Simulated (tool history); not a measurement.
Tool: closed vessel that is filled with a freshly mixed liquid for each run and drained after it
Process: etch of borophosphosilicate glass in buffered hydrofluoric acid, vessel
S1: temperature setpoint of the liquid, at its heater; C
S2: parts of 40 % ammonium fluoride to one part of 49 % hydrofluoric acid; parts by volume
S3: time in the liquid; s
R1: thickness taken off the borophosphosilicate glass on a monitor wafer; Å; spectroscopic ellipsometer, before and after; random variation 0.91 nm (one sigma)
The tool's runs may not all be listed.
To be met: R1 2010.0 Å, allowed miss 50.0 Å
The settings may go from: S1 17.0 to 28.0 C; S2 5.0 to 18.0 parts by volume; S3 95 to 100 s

{"run": 1, "day": 0.0, "S1": 20.0, "S2": 11.0, "S3": 95, "R1": 2399.3}
{"run": 2, "day": 0.35, "S1": 20.0, "S2": 11.0, "S3": 100, "R1": 2529.5}
{"run": 3, "day": 0.4, "S1": 18.0, "S2": 11.0, "S3": 100, "R1": 2277.7}
{"run": 4, "day": 0.575, "S1": 18.0, "S2": 11.0, "S3": 100, "R1": 2263.9}
{"run": 5, "day": 0.817, "S1": 18.0, "S2": 9.5, "S3": 100, "R1": 2582.8}
{"run": 6, "day": 1.167, "S1": 18.0, "S2": 9.5, "S3": 100, "R1": 2562.6}
{"run": 7, "day": 1.221, "S1": 18.0, "S2": 10.0, "S3": 100, "R1": 2518.4}
{"run": 8, "day": 1.583, "S1": 17.5, "S2": 11.0, "S3": 100, "R1": 2222.2}

5 next moves are on the table. One of them brings every result within its allowed miss. Which?
{"run": "A", "day": 1.946, "S1": 18.5, "S2": 11.0, "S3": 100, "R1": "?"}
{"run": "B", "day": 1.946, "S1": 21.0, "S2": 14.0, "S3": 95, "R1": "?"}
{"run": "C", "day": 1.946, "S1": 17.0, "S2": 9.0, "S3": 100, "R1": "?"}
{"run": "D", "day": 1.946, "S1": 17.0, "S2": 8.5, "S3": 95, "R1": "?"}
{"run": "E", "day": 1.946, "S1": 17.0, "S2": 9.0, "S3": 95, "R1": "?"}

move=A R1=2346.0
move=B R1=2018.4
move=C R1=2534.2
move=D R1=2563.6
move=E R1=2407.5
A: further off than the last run
B: meets every target
C: further off than the last run
D: further off than the last run
E: further off than the last run
The right move is B.
